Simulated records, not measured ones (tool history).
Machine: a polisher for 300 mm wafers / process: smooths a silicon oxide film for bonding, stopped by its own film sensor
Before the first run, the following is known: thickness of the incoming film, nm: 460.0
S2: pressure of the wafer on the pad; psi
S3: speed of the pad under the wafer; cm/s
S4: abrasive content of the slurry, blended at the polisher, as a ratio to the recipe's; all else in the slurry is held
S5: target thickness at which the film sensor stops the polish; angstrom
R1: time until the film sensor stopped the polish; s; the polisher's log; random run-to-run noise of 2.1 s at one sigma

Run 1, day 0: flow of slurry (ml/min) 310, S2 1.7 psi, S3 110 cm/s, S4 1, S5 3940 angstrom. Result: R1 102.52 s.
Run 2, day 0.05: flow of slurry (ml/min) 375, S2 1.7 psi, S3 110 cm/s, S4 1, S5 3940 angstrom. Result: R1 102.79 s.
Run 3, day 0.092: flow of slurry (ml/min) 375, S2 1.7 psi, S3 110 cm/s, S4 1.1, S5 3940 angstrom. Result: R1 96.159 s.
Run 4, day 0.375: flow of slurry (ml/min) 375, S2 1.7 psi, S3 130 cm/s, S4 1.1, S5 3940 angstrom. Result: R1 83.669 s.
Run 5, day 0.592: flow of slurry (ml/min) 430, S2 1.7 psi, S3 130 cm/s, S4 1.1, S5 3940 angstrom. Result: R1 83.375 s.
Run 6, day 0.967: flow of slurry (ml/min) 430, S2 1.4 psi, S3 130 cm/s, S4 1.1, S5 3940 angstrom. Result: R1 98.793 s.
Run 7, day 1.329: flow of slurry (ml/min) 430, S2 1.2 psi, S3 126 cm/s, S4 1.1, S5 3940 angstrom. Result: R1 120.04 s.

What will run 8 give?
At day 1.671: worn pad replaced by a new one.
Run 8, day 1.671: flow of slurry (ml/min) 430, S2 1.1 psi, S3 126 cm/s, S4 1.1, S5 3940 angstrom. Result: R1 ?.

R1: 117.99 s
